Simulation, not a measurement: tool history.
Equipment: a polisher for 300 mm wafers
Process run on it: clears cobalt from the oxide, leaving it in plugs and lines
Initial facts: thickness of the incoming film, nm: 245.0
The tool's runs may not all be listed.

run	hour	flow of slurry (ml/min)	pressure of the wafer on the pad (kPa)	speed of the pad under the wafer (m/s)	overpolish time after the end point (s)	time until the end point was called (s)	dishing of a wide line in a test structure (angstrom)
1	0.0	210	10.3	0.82	29	75.999	431.52
2	0.9	210	10.3	0.82	21	78.255	376.40
3	5.7	200	11.0	0.82	18	73.719	364.96
4	9.6	200	9.7	0.82	18	80.290	330.16
5	17.5	200	8.3	0.82	18	95.187	299.93
6	20.4	175	8.3	0.82	18	95.469	294.29

Run 7, settings as shown, results not yet in. Your forecast:
7	29.1	165	8.3	0.92	16	?	?

time until the end point was called (s): 88.176
dishing of a wide line in a test structure (angstrom): 293.29
